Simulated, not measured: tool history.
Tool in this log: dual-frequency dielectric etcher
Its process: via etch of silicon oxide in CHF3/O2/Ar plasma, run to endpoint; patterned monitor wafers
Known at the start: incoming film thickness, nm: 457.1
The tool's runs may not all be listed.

Run 1, hour 0.0: source power (W) 810, bias power (W) 160. Result: endpoint time (s) 212.58.
Run 2, hour 6.2: source power (W) 840, bias power (W) 161. Result: endpoint time (s) 209.42.
Run 3, hour 13.1: source power (W) 860, bias power (W) 162. Result: endpoint time (s) 204.19.
Run 4, hour 15.9: source power (W) 870, bias power (W) 162. Result: endpoint time (s) 203.30.
Run 5, hour 22.8: source power (W) 880, bias power (W) 162. Result: endpoint time (s) 200.98.
Run 6, hour 28.4: source power (W) 790, bias power (W) 162. Result: endpoint time (s) 216.46.

Run 7 has not been measured yet. What should we expect?
Run 7, hour 31.2: source power (W) 810, bias power (W) 163. Result: endpoint time (s) ?.

Run 7 yielded endpoint time (s) 211.95.
